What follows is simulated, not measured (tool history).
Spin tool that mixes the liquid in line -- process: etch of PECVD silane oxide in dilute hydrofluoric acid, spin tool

| run | day | temperature setpoint of the liquid (°C) | parts of water to one part of 49 % hydrofluoric acid (parts by volume) | time under the liquid (s) | thickness taken off the PECVD silane oxide on a monitor wafer (Å) |
|---|---|---|---|---|---|
| 1 | 0 | 26 | 140 | 55 | 201.79 |
| 2 | 0.196 | 24.5 | 140 | 55 | 187.53 |
| 3 | 0.371 | 27.5 | 140 | 55 | 209.94 |
| 4 | 0.721 | 25.5 | 140 | 55 | 193.92 |
|  | 0.992 | thermometer replaced |
| 5 | 0.992 | 24.5 | 140 | 55 | 201.37 |
| 6 | 1.167 | 24.5 | 140 | 60 | 222.88 |
| 7 | 1.512 | 22.5 | 145 | 60 | 195.81 |
| 8 | 1.6 | 21 | 145 | 60 | 184.28 |
| 9 | 1.742 | 20 | 145 | 60 | 178.37 |

The next listed run, before its measurement:
| 10 | 2.029 | 19.5 | 145 | 60 | ? |

{"run 10": {"thickness taken off the PECVD silane oxide on a monitor wafer (Å)": 175.28}}

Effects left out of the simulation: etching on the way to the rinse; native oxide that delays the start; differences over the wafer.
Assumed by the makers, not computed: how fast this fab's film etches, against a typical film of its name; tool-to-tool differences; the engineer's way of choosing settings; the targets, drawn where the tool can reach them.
